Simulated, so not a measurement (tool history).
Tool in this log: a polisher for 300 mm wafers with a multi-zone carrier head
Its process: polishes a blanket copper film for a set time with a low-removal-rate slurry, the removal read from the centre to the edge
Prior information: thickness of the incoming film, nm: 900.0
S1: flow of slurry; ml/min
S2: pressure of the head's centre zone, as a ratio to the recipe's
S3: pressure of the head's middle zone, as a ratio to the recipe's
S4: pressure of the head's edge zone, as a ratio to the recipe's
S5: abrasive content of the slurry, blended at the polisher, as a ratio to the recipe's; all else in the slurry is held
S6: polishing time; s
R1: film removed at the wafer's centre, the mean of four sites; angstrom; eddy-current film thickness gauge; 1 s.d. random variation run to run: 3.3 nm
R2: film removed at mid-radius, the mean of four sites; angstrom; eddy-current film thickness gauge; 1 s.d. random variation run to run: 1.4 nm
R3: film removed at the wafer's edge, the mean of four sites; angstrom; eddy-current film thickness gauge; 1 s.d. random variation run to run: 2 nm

run	hour	S1	S2	S3	S4	S5	S6	R1	R2	R3
1	0.0	145	1.00	1.00	1.00	1.00	42	2027.9	2068.3	2096.7
2	5.2	160	1.01	1.00	1.04	1.05	42	2165.5	2125.3	2197.5
3	10.3	195	1.01	1.00	1.04	1.05	42	2275.7	2182.3	2238.6
4	17.9	200	1.01	1.01	1.07	1.05	42	2245.6	2211.5	2295.1
5	18.7	200	1.01	1.01	1.07	1.05	35	1909.4	1845.8	1871.1
6	21.7	200	1.01	1.01	1.07	1.05	25	1357.3	1327.0	1359.7
7	25.3	195	1.00	1.03	1.17	1.30	37	2036.2	2038.3	2135.3

Run 8 comes next. What will it give?
8	30.8	200	1.01	1.02	1.19	1.50	40	?	?	?

Run 8 yielded R1 2251.6 angstrom, R2 2247.3 angstrom, R3 2438.1 angstrom.
